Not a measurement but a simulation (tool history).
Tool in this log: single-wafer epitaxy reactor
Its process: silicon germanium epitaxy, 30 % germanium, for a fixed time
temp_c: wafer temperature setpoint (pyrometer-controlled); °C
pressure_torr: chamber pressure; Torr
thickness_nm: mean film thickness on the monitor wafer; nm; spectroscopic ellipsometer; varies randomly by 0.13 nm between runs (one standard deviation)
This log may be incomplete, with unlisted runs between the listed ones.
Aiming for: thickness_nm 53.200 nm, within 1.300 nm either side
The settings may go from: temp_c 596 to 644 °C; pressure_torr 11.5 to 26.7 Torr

run,hour,temp_c,pressure_torr,thickness_nm
1,0.0,620,19.1,74.136
2,8.6,611,19.1,62.021
3,11.5,609,19.0,59.243
4,17.2,613,19.0,64.125
5,18.4,613,16.3,60.763
6,19.4,613,18.5,63.386
7,27.0,610,18.4,60.048
8,34.1,608,18.3,57.439
9,36.9,603,18.2,51.621

Which one of the following 4 next-run settings gets every result inside its allowed miss? There is exactly one.
A,39.7,603,17.5,?
B,39.7,607,15.6,?
C,39.7,606,19.2,?
D,39.7,607,18.1,?

move,thickness_nm
A,50.885
B,53.201
C,55.863
D,55.898
A: further off than the last run
B: meets every target
C: carries the result that was furthest off beyond its target, to the other side
D: carries the result that was furthest off beyond its target, to the other side
B is the move that brings every result within its allowed miss.
